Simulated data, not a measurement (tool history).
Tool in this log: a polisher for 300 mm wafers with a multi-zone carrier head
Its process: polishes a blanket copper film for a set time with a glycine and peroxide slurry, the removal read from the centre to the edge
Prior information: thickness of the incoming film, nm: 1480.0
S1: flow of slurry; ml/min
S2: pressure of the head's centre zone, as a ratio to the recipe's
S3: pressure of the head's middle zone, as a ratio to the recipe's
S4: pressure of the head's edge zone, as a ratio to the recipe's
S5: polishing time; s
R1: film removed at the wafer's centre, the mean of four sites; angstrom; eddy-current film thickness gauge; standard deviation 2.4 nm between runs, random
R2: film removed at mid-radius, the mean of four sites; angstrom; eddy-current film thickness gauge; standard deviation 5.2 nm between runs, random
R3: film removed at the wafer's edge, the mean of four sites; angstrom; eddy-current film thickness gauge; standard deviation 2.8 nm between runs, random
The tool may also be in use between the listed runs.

| run | hour | S1 | S2 | S3 | S4 | S5 | R1 | R2 | R3 |
|---|---|---|---|---|---|---|---|---|---|
| 1 | 0.0 | 230 | 1.00 | 1.00 | 1.00 | 54 | 2336.6 | 2303.7 | 2329.8 |
| 2 | 2.7 | 230 | 0.93 | 1.00 | 1.00 | 54 | 2132.1 | 2282.6 | 2308.4 |
| 3 | 9.9 | 235 | 0.93 | 1.04 | 1.02 | 58 | 2318.6 | 2563.1 | 2493.9 |
| 4 | 11.6 | 235 | 0.89 | 1.04 | 1.02 | 58 | 2202.5 | 2530.5 | 2511.2 |
| 5 | 20.0 | 240 | 0.90 | 1.07 | 1.04 | 61 | 2336.0 | 2781.3 | 2675.3 |
| 6 | 24.5 | 245 | 0.92 | 1.09 | 1.06 | 63 | 2479.9 | 2789.0 | 2779.8 |
| 7 | 31.4 | 245 | 0.91 | 1.11 | 1.05 | 66 | 2557.4 | 3072.7 | 2879.1 |

Predict the results of run 8:
| 8 | 34.7 | 250 | 0.91 | 1.12 | 1.05 | 68 | ? | ? | ? |

Run 8 came out at R1 2640.1 angstrom, R2 3187.8 angstrom, R3 2929.8 angstrom.
